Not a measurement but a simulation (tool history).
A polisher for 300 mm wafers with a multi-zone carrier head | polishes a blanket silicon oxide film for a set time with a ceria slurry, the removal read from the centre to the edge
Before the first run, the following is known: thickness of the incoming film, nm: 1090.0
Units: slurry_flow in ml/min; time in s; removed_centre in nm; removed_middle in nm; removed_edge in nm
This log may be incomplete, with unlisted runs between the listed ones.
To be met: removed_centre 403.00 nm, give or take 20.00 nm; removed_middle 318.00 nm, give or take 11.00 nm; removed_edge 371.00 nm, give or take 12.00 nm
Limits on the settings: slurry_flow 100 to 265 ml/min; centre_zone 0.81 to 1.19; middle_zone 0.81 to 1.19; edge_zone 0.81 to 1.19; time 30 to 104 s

| run | hour | slurry_flow | centre_zone | middle_zone | edge_zone | time | removed_centre | removed_middle | removed_edge |
|---|---|---|---|---|---|---|---|---|---|
| 1 | 0.0 | 170 | 1.00 | 1.00 | 1.00 | 67 | 260.38 | 269.14 | 268.58 |
| 2 | 2.4 | 175 | 1.03 | 0.98 | 1.03 | 69 | 280.51 | 265.42 | 278.58 |
| 3 | 4.5 | 175 | 1.03 | 0.98 | 1.03 | 81 | 330.19 | 323.30 | 328.64 |
| 4 | 8.5 | 175 | 1.03 | 0.98 | 1.03 | 66 | 269.07 | 258.19 | 271.38 |
| 5 | 16.3 | 175 | 1.03 | 0.94 | 1.03 | 66 | 263.58 | 245.77 | 272.97 |
| 6 | 18.8 | 175 | 1.03 | 0.94 | 0.98 | 66 | 272.49 | 251.73 | 264.08 |
| 7 | 20.5 | 180 | 1.05 | 0.94 | 1.01 | 69 | 287.06 | 269.74 | 274.09 |
| 8 | 26.8 | 180 | 1.07 | 0.92 | 1.04 | 72 | 309.33 | 269.55 | 298.12 |
| 9 | 33.4 | 230 | 1.17 | 1.01 | 1.14 | 79 | 387.69 | 329.02 | 346.86 |

4 next moves are on the table. One of them brings every result within its allowed miss. Which?
| A | 40.0 | 225 | 1.19 | 0.94 | 1.19 | 81 | ? | ? | ? |
| B | 40.0 | 235 | 1.19 | 0.98 | 1.08 | 76 | ? | ? | ? |
| C | 40.0 | 165 | 1.08 | 0.98 | 1.19 | 88 | ? | ? | ? |
| D | 40.0 | 195 | 1.19 | 1.03 | 1.08 | 79 | ? | ? | ? |

| move | removed_centre | removed_middle | removed_edge |
|---|---|---|---|
| A | 397.79 | 320.48 | 362.76 |
| B | 375.74 | 313.23 | 325.07 |
| C | 370.61 | 343.09 | 379.53 |
| D | 379.22 | 330.62 | 330.99 |
A: hits every target within its allowed miss
B: further off than the last run
C: gets the furthest-off result to its target, but another result is out of tolerance
D: further off than the last run
Move A is the one to make.
